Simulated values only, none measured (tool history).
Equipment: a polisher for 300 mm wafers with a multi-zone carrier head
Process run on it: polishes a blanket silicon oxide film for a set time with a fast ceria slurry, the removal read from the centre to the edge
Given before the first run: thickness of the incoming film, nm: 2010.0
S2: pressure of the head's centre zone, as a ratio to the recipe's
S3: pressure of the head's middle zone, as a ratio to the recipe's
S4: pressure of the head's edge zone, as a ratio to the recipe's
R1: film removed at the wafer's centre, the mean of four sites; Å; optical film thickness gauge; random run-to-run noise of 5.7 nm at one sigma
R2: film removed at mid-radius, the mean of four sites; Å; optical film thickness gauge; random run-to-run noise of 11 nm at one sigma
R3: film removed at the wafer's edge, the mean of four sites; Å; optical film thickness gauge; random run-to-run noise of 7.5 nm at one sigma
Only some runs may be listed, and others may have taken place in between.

run 1 hour=0.0 | flow_of_slurry_(ml/min)=175 S2=1.00 S3=1.00 S4=1.00 polishing_time_(s)=30 | R1=7704.8 R2=7925.3 R3=7560.1
run 2 hour=4.8 | flow_of_slurry_(ml/min)=190 S2=1.01 S3=1.00 S4=1.01 polishing_time_(s)=30 | R1=7917.5 R2=8121.8 R3=7870.6
run 3 hour=10.8 | flow_of_slurry_(ml/min)=190 S2=1.01 S3=1.00 S4=0.96 polishing_time_(s)=30 | R1=7741.2 R2=8014.8 R3=7599.6
run 4 hour=14.0 | flow_of_slurry_(ml/min)=170 S2=1.01 S3=1.00 S4=0.96 polishing_time_(s)=30 | R1=7727.0 R2=7819.1 R3=7464.7
run 5 hour=19.1 | flow_of_slurry_(ml/min)=170 S2=1.01 S3=1.00 S4=0.96 polishing_time_(s)=26 | R1=6646.9 R2=6795.9 R3=6511.7
run 6 hour=20.6 | flow_of_slurry_(ml/min)=170 S2=1.01 S3=1.00 S4=0.96 polishing_time_(s)=31 | R1=7998.3 R2=8172.7 R3=7731.1
run 7 hour=23.1 | flow_of_slurry_(ml/min)=180 S2=1.03 S3=1.00 S4=0.96 polishing_time_(s)=31 | R1=8208.9 R2=8353.8 R3=7866.9

Run 8 comes next. What will it give?
run 8 hour=28.9 | flow_of_slurry_(ml/min)=185 S2=1.05 S3=0.99 S4=0.95 polishing_time_(s)=31 | R1=? R2=? R3=?

{"run 8": {"R1": 8373.2, "R2": 7899.9, "R3": 7767.3}}
